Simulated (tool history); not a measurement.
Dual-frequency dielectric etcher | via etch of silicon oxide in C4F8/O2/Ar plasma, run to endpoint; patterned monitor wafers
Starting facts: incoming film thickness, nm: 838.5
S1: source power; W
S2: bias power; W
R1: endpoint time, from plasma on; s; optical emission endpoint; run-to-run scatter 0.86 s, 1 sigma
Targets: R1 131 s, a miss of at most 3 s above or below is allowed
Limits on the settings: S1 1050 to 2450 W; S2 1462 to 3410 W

run 1 hour=0 | S1=1750 S2=2436 | R1=146.07
run 2 hour=5.3 | S1=1620 S2=2436 | R1=150.78
run 3 hour=7.9 | S1=1620 S2=2224 | R1=155.13
run 4 hour=11.1 | S1=1620 S2=1881 | R1=159.53
run 5 hour=18.2 | S1=1790 S2=1951 | R1=153.23
run 6 hour=24.8 | S1=1930 S2=2026 | R1=146.44
run 7 hour=31.6 | S1=2030 S2=2064 | R1=141.95
run 8 hour=32.3 | S1=2100 S2=2089 | R1=140.13
run 9 hour=37.4 | S1=2160 S2=2114 | R1=136.56
run 10 hour=38.3 | S1=2190 S2=2126 | R1=136.95
run 11 hour=41 | S1=2230 S2=2143 | R1=134.19
run 12 hour=48.5 | S1=2250 S2=2151 | R1=135.33

4 candidate next runs follow, results not yet known. Just one meets every target within its allowed miss. Identify it.
run A hour=56 | S1=2070 S2=2160 | R1=?
run B hour=56 | S1=2370 S2=2204 | R1=?
run C hour=56 | S1=2200 S2=2143 | R1=?
run D hour=56 | S1=2340 S2=1775 | R1=?

move=A R1=140.2
move=B R1=131.37
move=C R1=136.76
move=D R1=139.77
A: moves away from the targets compared with the last run
B: every result within its allowed miss
C: moves away from the targets compared with the last run
D: moves away from the targets compared with the last run
B meets every target.

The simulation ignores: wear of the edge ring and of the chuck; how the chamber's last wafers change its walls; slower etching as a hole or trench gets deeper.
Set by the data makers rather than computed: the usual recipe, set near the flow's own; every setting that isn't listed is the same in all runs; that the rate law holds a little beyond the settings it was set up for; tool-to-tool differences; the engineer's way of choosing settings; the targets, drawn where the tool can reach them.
